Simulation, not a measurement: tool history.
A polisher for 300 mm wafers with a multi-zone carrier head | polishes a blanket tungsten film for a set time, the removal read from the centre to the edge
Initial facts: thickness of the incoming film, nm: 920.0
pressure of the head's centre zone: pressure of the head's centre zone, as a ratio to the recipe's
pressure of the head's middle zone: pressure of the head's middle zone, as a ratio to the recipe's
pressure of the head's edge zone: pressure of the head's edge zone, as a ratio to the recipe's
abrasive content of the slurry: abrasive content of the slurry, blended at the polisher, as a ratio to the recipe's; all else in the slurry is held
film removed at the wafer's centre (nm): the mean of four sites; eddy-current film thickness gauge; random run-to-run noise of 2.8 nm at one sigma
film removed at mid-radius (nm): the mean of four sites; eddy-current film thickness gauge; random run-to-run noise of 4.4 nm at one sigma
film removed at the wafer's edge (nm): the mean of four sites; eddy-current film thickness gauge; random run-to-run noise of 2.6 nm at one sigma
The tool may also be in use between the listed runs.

| run | day | flow of slurry (ml/min) | pressure of the head's centre zone | pressure of the head's middle zone | pressure of the head's edge zone | abrasive content of the slurry | polishing time (s) | film removed at the wafer's centre (nm) | film removed at mid-radius (nm) | film removed at the wafer's edge (nm) |
|---|---|---|---|---|---|---|---|---|---|---|
| 1 | 0.000 | 125 | 1.00 | 1.00 | 1.00 | 1.00 | 56 | 255.82 | 259.24 | 258.24 |
| 2 | 0.121 | 125 | 1.00 | 1.00 | 1.00 | 1.00 | 65 | 296.95 | 301.32 | 302.73 |
| 3 | 0.404 | 125 | 0.96 | 1.00 | 1.00 | 1.00 | 65 | 284.94 | 302.01 | 305.91 |
| 4 | 0.683 | 125 | 0.96 | 1.00 | 1.00 | 1.00 | 52 | 228.21 | 244.62 | 246.60 |
| 5 | 0.917 | 140 | 1.01 | 1.00 | 1.03 | 1.15 | 53 | 265.03 | 255.29 | 269.13 |
| 6 | 1.100 | 140 | 1.01 | 1.00 | 0.97 | 1.15 | 53 | 267.58 | 262.63 | 262.22 |

Expected results for the next run?
| 7 | 1.458 | 175 | 1.11 | 1.06 | 1.05 | 1.40 | 54 | ? | ? | ? |

Run 7 measured film removed at the wafer's centre (nm) 337.52, film removed at mid-radius (nm) 315.69, film removed at the wafer's edge (nm) 306.32.

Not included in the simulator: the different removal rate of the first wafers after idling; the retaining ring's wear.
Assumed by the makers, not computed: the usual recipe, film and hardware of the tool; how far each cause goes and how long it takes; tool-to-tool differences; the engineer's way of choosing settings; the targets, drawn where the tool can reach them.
